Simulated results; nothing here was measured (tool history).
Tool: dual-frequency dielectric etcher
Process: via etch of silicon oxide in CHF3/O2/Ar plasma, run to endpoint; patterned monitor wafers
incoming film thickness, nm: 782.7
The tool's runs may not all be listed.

run    day  source power (kW)  bias power (kW)  endpoint time (s)
  1      0               0.89            0.121             371.68
  2  0.025               0.83            0.119             390.13
  3  0.371               0.83             0.11             391.92
  4  0.604               0.83             0.12             383.81
  5  0.696               0.88             0.12             374.94
     1.058  -- bias power generator calibrated
  6  1.058               0.83            0.119             384.14
  7  1.188               0.79            0.118             401.07
  8  1.546               0.78            0.118             397.81
  9  1.733               0.78            0.118             394.87
 10  1.967               0.66            0.115             441.12
 11  2.258               0.68            0.115             435.76
 12  2.408                0.7            0.115             428.24

The next listed run, before its measurement:
 13  2.533               0.71            0.115                  ?

{"run 13": {"endpoint time (s)": 423.87}}
